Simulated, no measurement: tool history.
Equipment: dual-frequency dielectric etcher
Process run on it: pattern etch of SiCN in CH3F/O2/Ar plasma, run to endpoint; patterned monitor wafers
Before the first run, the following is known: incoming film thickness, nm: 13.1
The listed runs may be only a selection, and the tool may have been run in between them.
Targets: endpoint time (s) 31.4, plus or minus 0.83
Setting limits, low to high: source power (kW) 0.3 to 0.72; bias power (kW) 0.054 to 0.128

run,hour,source power (kW),bias power (kW),endpoint time (s)
1,0,0.51,0.091,26.796
2,1.8,0.51,0.085,27.764
3,10,0.51,0.097,26.107
4,16,0.55,0.097,26.168
5,22.1,0.63,0.097,24.859
6,29.7,0.6,0.092,25.515
7,32.6,0.57,0.088,26.557
8,34.3,0.54,0.085,27.184
9,41.8,0.52,0.082,27.535
10,45.2,0.42,0.064,32.647
11,51.8,0.43,0.064,32.481

Consider the 5 candidate settings below. Which is the only one whose results all fall within their allowed miss of target?
A,58.4,0.35,0.062,?
B,58.4,0.39,0.075,?
C,58.4,0.39,0.059,?
D,58.4,0.4,0.057,?
E,58.4,0.45,0.054,?

move,endpoint time (s)
A,34.838
B,31.502
C,34.305
D,34.446
E,33.811
A: its largest miss is bigger than the last run's
B: meets every target
C: its largest miss is bigger than the last run's
D: its largest miss is bigger than the last run's
E: its largest miss is bigger than the last run's
The right move is B.
